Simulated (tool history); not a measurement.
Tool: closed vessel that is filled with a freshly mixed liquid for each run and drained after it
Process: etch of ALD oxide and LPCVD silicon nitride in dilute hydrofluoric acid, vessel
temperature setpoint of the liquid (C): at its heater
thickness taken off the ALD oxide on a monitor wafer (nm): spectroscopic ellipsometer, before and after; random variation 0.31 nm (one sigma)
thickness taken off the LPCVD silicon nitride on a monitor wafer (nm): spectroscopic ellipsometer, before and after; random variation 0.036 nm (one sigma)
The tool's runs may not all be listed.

| run | hour | temperature setpoint of the liquid (C) | parts of water to one part of 49 % hydrofluoric acid (parts by volume) | time in the liquid (s) | thickness taken off the ALD oxide on a monitor wafer (nm) | thickness taken off the LPCVD silicon nitride on a monitor wafer (nm) |
|---|---|---|---|---|---|---|
| 1 | 0.0 | 25.0 | 45 | 60 | 53.854 | 0.70767 |
| 2 | 6.1 | 27.5 | 45 | 60 | 60.223 | 0.78756 |
| 3 | 10.0 | 27.5 | 45 | 70 | 69.996 | 0.88323 |
| 4 | 17.6 | 27.5 | 45 | 95 | 94.681 | 1.18020 |
| 5 | 26.0 | 27.5 | 35 | 95 | 123.370 | 1.58140 |
| 6 | 35.0 | 26.0 | 35 | 95 | 115.640 | 1.46220 |
| 7 | 38.3 | 25.0 | 35 | 95 | 111.830 | 1.30800 |
| 8 | 45.1 | 24.5 | 50 | 95 | 74.496 | 0.92956 |

The next listed run, before its measurement:
| 9 | 49.9 | 26.0 | 50 | 95 | ? | ? |

thickness taken off the ALD oxide on a monitor wafer (nm): 80.528
thickness taken off the LPCVD silicon nitride on a monitor wafer (nm): 1.02330

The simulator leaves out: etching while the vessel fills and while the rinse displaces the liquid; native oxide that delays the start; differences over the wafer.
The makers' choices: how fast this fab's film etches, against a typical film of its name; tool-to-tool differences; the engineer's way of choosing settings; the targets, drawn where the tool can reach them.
